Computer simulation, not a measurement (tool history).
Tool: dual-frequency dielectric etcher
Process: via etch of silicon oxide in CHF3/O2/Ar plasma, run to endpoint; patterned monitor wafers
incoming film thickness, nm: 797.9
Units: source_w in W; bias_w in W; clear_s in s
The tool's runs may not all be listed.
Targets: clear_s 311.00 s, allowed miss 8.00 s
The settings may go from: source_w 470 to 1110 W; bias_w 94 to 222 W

run  hour  source_w  bias_w  clear_s
  1   0.0       790     158   341.39
  2   2.5       700     158   359.94
  3   9.7       730     160   353.57
  4  18.0       760     162   341.74
  5  21.3       660     162   356.86
  6  24.5       690     165   356.47
  7  28.7       720     167   348.32
  8  36.2       750     169   345.63
  9  44.2       780     171   336.98
 10  45.0       800     173   333.38
 11  51.8       820     174   330.93
 12  57.8       840     175   328.28
 13  62.4       850     176   329.97
 14  67.9       870     178   320.94
 15  74.3       880     179   325.27
 16  81.4       890     181   319.99

5 next moves are on the table. One of them brings every result within its allowed miss. Which?
  A  88.5       840     174        ?
  B  88.5       710     195        ?
  C  88.5       750     192        ?
  D  88.5      1010     178        ?
  E  88.5       850     168        ?

move  clear_s
   A   331.44
   B   332.13
   C   329.41
   D   312.39
   E   334.60
A: further off than the last run
B: further off than the last run
C: further off than the last run
D: meets every target
E: further off than the last run
Move D is the one to make.
